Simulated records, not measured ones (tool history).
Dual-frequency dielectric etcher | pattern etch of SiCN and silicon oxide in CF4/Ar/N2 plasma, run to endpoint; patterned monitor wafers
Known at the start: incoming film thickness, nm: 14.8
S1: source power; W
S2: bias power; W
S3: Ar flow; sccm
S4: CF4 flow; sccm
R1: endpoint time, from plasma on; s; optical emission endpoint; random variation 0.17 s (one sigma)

Run 1, hour 0.0: S1 440 W, S2 82 W, S3 93 sccm, S4 57 sccm. Result: R1 20.309 s.
Run 2, hour 2.7: S1 440 W, S2 82 W, S3 104 sccm, S4 57 sccm. Result: R1 20.589 s.
Run 3, hour 5.8: S1 490 W, S2 82 W, S3 104 sccm, S4 57 sccm. Result: R1 19.042 s.
Run 4, hour 11.0: S1 460 W, S2 81 W, S3 104 sccm, S4 57 sccm. Result: R1 20.197 s.
Run 5, hour 12.4: S1 440 W, S2 81 W, S3 104 sccm, S4 57 sccm. Result: R1 20.465 s.
Run 6, hour 14.1: S1 440 W, S2 81 W, S3 104 sccm, S4 65 sccm. Result: R1 20.117 s.
Run 7, hour 22.1: S1 420 W, S2 80 W, S3 104 sccm, S4 65 sccm. Result: R1 20.830 s.

Forecast run 8:
Run 8, hour 27.7: S1 400 W, S2 80 W, S3 104 sccm, S4 65 sccm. Result: R1 ?.

{"run 8": {"R1": 21.565}}

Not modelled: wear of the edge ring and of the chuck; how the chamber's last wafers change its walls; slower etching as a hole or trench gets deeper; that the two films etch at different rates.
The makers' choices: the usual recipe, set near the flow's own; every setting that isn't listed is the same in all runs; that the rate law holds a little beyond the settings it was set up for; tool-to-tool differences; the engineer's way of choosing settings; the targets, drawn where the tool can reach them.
